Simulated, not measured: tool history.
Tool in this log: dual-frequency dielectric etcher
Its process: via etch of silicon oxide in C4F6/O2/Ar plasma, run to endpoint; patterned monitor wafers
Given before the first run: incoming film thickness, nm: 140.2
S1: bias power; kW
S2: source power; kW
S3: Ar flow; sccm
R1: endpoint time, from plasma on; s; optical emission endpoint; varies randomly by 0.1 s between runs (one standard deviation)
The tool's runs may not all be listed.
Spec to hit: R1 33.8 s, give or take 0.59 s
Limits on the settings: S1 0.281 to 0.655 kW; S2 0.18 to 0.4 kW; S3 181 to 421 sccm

run,hour,S1,S2,S3,R1
1,0,0.468,0.29,301,38.375
2,6.3,0.509,0.29,300,37.574
3,12.2,0.543,0.3,298,36.316
4,16.8,0.543,0.3,329,36.542
5,18,0.57,0.3,328,36.355
6,20.4,0.589,0.31,326,35.145
7,21.9,0.636,0.31,325,34.611
8,26.1,0.64,0.31,324,34.558
# hour 28.6: Ar flow controller replaced
9,28.6,0.644,0.31,323,34.688
10,31.5,0.647,0.31,322,34.663
11,37.1,0.647,0.31,322,34.672
12,37.9,0.649,0.31,321,34.519
13,43.9,0.651,0.31,320,34.478
14,49.9,0.652,0.31,319,34.669

Consider the 5 candidate settings below. Which is the only one whose results all fall within their allowed miss of target?
A,55.9,0.627,0.31,316,?
B,55.9,0.613,0.33,296,?
C,55.9,0.593,0.31,304,?
D,55.9,0.633,0.3,363,?
E,55.9,0.573,0.32,302,?

move,R1
A,34.873
B,33.642
C,35.226
D,35.978
E,34.88
A: lands further from the targets than the last run did
B: every result lands within tolerance
C: lands further from the targets than the last run did
D: lands further from the targets than the last run did
E: lands further from the targets than the last run did
B is the move that brings every result within its allowed miss.
